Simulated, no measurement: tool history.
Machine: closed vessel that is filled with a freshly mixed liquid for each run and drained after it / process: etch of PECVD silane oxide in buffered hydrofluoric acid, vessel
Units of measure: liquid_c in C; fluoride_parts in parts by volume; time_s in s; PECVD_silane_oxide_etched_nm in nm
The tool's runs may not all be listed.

run 1 hour=0.0 | liquid_c=20.0 fluoride_parts=11.5 time_s=30 | PECVD_silane_oxide_etched_nm=120.260
run 2 hour=2.2 | liquid_c=19.0 fluoride_parts=13.0 time_s=30 | PECVD_silane_oxide_etched_nm=100.220
run 3 hour=6.5 | liquid_c=18.5 fluoride_parts=14.0 time_s=30 | PECVD_silane_oxide_etched_nm=89.213
run 4 hour=8.6 | liquid_c=18.5 fluoride_parts=16.5 time_s=30 | PECVD_silane_oxide_etched_nm=76.589
run 5 hour=15.4 | liquid_c=18.5 fluoride_parts=15.0 time_s=30 | PECVD_silane_oxide_etched_nm=83.981
run 6 hour=20.9 | liquid_c=18.0 fluoride_parts=15.5 time_s=30 | PECVD_silane_oxide_etched_nm=79.546

Expected results for the next run?
run 7 hour=21.6 | liquid_c=17.5 fluoride_parts=16.0 time_s=30 | PECVD_silane_oxide_etched_nm=?

{"run 7": {"PECVD_silane_oxide_etched_nm": 74.583}}
